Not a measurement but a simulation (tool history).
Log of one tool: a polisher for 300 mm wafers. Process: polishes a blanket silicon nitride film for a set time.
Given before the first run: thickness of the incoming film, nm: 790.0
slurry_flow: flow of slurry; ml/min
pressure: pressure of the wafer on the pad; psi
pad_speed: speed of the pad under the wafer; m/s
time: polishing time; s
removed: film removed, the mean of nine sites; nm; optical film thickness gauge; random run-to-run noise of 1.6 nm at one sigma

Run 1, day 0: slurry_flow 145 ml/min, pressure 2.6 psi, pad_speed 1.4 m/s, time 102 s. Result: removed 167.53 nm.
Run 2, day 0.3: slurry_flow 145 ml/min, pressure 2.6 psi, pad_speed 1.4 m/s, time 102 s. Result: removed 167.64 nm.
Run 3, day 0.671: slurry_flow 170 ml/min, pressure 2.6 psi, pad_speed 1.4 m/s, time 102 s. Result: removed 172.31 nm.
Run 4, day 0.725: slurry_flow 170 ml/min, pressure 2.4 psi, pad_speed 1.38 m/s, time 102 s. Result: removed 152.38 nm.
Run 5, day 1.008: slurry_flow 170 ml/min, pressure 2.4 psi, pad_speed 1.38 m/s, time 108 s. Result: removed 161.32 nm.
Run 6, day 1.267: slurry_flow 170 ml/min, pressure 2.4 psi, pad_speed 1.14 m/s, time 108 s. Result: removed 142.84 nm.

Run 7, settings as shown, results not yet in. Your forecast:
Run 7, day 1.358: slurry_flow 170 ml/min, pressure 2.3 psi, pad_speed 1.14 m/s, time 108 s. Result: removed ?.

{"run 7": {"removed": 136.85}}
